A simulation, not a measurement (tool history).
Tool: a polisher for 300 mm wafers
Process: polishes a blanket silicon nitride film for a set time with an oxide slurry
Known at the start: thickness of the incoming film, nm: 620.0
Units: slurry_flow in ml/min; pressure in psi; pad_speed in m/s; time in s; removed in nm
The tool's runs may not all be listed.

Run 1, hour 0.0: slurry_flow 205 ml/min, pressure 3.0 psi, pad_speed 1.14 m/s, slurry_solids 1.0, time 24 s. Result: removed 11.1400 nm.
Run 2, hour 4.1: slurry_flow 205 ml/min, pressure 2.7 psi, pad_speed 1.12 m/s, slurry_solids 1.0, time 24 s. Result: removed 9.8430 nm.
Run 3, hour 12.5: slurry_flow 205 ml/min, pressure 2.7 psi, pad_speed 1.12 m/s, slurry_solids 1.0, time 24 s. Result: removed 9.9521 nm.
Run 4, hour 14.2: slurry_flow 205 ml/min, pressure 3.3 psi, pad_speed 1.12 m/s, slurry_solids 1.0, time 24 s. Result: removed 12.2020 nm.
Run 5, hour 18.1: slurry_flow 205 ml/min, pressure 3.3 psi, pad_speed 1.38 m/s, slurry_solids 1.0, time 24 s. Result: removed 13.7440 nm.
Run 6, hour 24.0: slurry_flow 205 ml/min, pressure 3.3 psi, pad_speed 1.38 m/s, slurry_solids 1.0, time 22 s. Result: removed 12.1670 nm.
Run 7, hour 29.9: slurry_flow 205 ml/min, pressure 2.9 psi, pad_speed 1.36 m/s, slurry_solids 1.0, time 22 s. Result: removed 10.8090 nm.
Run 8, hour 30.6: slurry_flow 205 ml/min, pressure 2.6 psi, pad_speed 1.34 m/s, slurry_solids 1.0, time 22 s. Result: removed 9.7215 nm.
Run 9, hour 33.2: slurry_flow 205 ml/min, pressure 2.4 psi, pad_speed 1.32 m/s, slurry_solids 1.0, time 22 s. Result: removed 8.6481 nm.
Run 10, hour 39.2: slurry_flow 205 ml/min, pressure 2.3 psi, pad_speed 1.32 m/s, slurry_solids 1.0, time 22 s. Result: removed 8.5401 nm.
Run 11, hour 44.7: slurry_flow 205 ml/min, pressure 2.2 psi, pad_speed 1.32 m/s, slurry_solids 1.0, time 22 s. Result: removed 7.9685 nm.
Run 12, hour 53.2: slurry_flow 205 ml/min, pressure 2.1 psi, pad_speed 1.32 m/s, slurry_solids 1.0, time 22 s. Result: removed 7.7743 nm.

Run 13 comes next. What will it give?
Run 13, hour 54.2: slurry_flow 205 ml/min, pressure 2.0 psi, pad_speed 1.32 m/s, slurry_solids 1.0, time 22 s. Result: removed ?.

{"run 13": {"removed": 7.4647}}
